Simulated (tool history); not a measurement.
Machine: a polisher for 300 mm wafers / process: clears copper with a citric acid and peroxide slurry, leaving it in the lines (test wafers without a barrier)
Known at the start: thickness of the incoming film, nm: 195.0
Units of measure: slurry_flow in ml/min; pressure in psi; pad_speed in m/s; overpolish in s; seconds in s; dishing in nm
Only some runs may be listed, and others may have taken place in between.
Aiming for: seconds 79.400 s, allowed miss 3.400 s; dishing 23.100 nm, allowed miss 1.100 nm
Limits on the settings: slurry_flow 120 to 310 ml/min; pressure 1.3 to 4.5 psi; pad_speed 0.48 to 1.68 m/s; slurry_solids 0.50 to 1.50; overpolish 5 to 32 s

run	hour	slurry_flow	pressure	pad_speed	slurry_solids	overpolish	seconds	dishing
1	0.0	200	2.9	1.08	1.00	16	79.137	27.610
2	0.9	200	2.9	1.08	1.00	15	80.609	25.688
3	7.8	200	2.2	1.08	1.00	15	98.984	21.657
4	12.8	200	2.3	1.08	1.00	15	95.413	22.487
5	21.2	200	1.8	1.08	1.00	15	111.100	19.414
6	27.2	205	2.0	1.08	1.00	15	104.480	20.228
7	33.5	210	2.1	1.08	1.00	15	98.730	21.351
8	37.3	225	2.1	1.08	1.00	15	97.104	21.138
9	43.1	235	2.2	1.08	1.00	15	95.614	22.103
10	49.0	240	2.3	1.08	1.00	15	92.225	22.194
11	50.7	245	2.4	1.08	1.00	15	91.830	23.036
12	54.2	245	2.4	1.08	1.00	15	90.839	23.955
13	62.7	245	2.4	1.08	1.00	15	89.857	23.313
14	66.2	255	2.8	1.08	1.00	12	79.869	21.286

Exactly one of the 5 candidate moves below puts every result within its allowed miss. Which one?
A	69.7	250	2.8	1.08	1.05	11	?	?
B	69.7	310	3.6	0.84	1.15	10	?	?
C	69.7	230	2.6	1.10	1.25	13	?	?
D	69.7	240	2.9	0.98	1.15	15	?	?
E	69.7	250	2.9	1.04	1.00	10	?	?

move	seconds	dishing
A	79.726	19.983
B	81.434	18.000
C	80.353	23.125
D	84.165	25.352
E	81.378	17.938
A: further off than the last run
B: further off than the last run
C: in spec on every target
D: moves the result that the last run missed by most past its target, out the other side
E: further off than the last run
C meets every target.
